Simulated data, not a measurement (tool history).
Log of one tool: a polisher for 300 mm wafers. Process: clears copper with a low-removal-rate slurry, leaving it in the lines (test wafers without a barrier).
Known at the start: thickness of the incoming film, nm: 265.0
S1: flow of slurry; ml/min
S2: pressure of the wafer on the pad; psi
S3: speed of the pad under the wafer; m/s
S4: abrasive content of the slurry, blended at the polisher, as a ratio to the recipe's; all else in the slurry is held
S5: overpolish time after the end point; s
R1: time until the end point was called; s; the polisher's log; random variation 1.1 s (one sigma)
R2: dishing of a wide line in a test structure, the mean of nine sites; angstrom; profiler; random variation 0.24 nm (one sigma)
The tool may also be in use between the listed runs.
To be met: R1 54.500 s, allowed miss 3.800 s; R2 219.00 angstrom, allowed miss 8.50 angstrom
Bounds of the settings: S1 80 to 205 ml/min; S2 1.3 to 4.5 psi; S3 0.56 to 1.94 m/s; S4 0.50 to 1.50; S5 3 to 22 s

Run 1, hour 0.0: S1 135 ml/min, S2 2.9 psi, S3 1.24 m/s, S4 1.00, S5 11 s. Result: R1 83.486 s, R2 166.45 angstrom.
Run 2, hour 2.1: S1 135 ml/min, S2 3.2 psi, S3 1.24 m/s, S4 1.00, S5 11 s. Result: R1 75.408 s, R2 168.96 angstrom.
Run 3, hour 6.1: S1 135 ml/min, S2 3.2 psi, S3 0.96 m/s, S4 1.00, S5 11 s. Result: R1 96.242 s, R2 146.73 angstrom.
Run 4, hour 10.3: S1 135 ml/min, S2 3.5 psi, S3 1.02 m/s, S4 1.00, S5 12 s. Result: R1 86.223 s, R2 172.26 angstrom.
Run 5, hour 19.2: S1 135 ml/min, S2 2.9 psi, S3 1.02 m/s, S4 1.00, S5 12 s. Result: R1 100.630 s, R2 149.41 angstrom.
Run 6, hour 27.7: S1 140 ml/min, S2 3.3 psi, S3 1.06 m/s, S4 1.00, S5 12 s. Result: R1 84.839 s, R2 174.07 angstrom.
Run 7, hour 28.4: S1 155 ml/min, S2 3.5 psi, S3 1.08 m/s, S4 1.00, S5 11 s. Result: R1 79.641 s, R2 174.62 angstrom.
Run 8, hour 35.8: S1 155 ml/min, S2 4.3 psi, S3 1.22 m/s, S4 1.00, S5 11 s. Result: R1 57.465 s, R2 200.39 angstrom.
Run 9, hour 43.0: S1 155 ml/min, S2 4.3 psi, S3 1.22 m/s, S4 1.00, S5 11 s. Result: R1 57.747 s, R2 195.00 angstrom.

Which of these 5 next moves meets every target?
Run A, hour 50.2: S1 160 ml/min, S2 4.1 psi, S3 1.14 m/s, S4 1.00, S5 15 s. Result: R1 ?, R2 ?.
Run B, hour 50.2: S1 155 ml/min, S2 4.1 psi, S3 1.54 m/s, S4 0.60, S5 8 s. Result: R1 ?, R2 ?.
Run C, hour 50.2: S1 175 ml/min, S2 4.0 psi, S3 1.38 m/s, S4 0.95, S5 14 s. Result: R1 ?, R2 ?.
Run D, hour 50.2: S1 160 ml/min, S2 3.8 psi, S3 1.20 m/s, S4 1.05, S5 14 s. Result: R1 ?, R2 ?.
Run E, hour 50.2: S1 120 ml/min, S2 4.3 psi, S3 1.18 m/s, S4 1.05, S5 11 s. Result: R1 ?, R2 ?.

move      R1      R2
   A  64.323  212.67
   B  53.927  175.53
   C  54.661  218.86
   D  65.172  206.25
   E  61.554  192.04
A: brings the result that was furthest off to its target, and leaves another outside
B: further off than the last run
C: meets every target
D: as far off as the last run
E: further off than the last run
The right move is C.
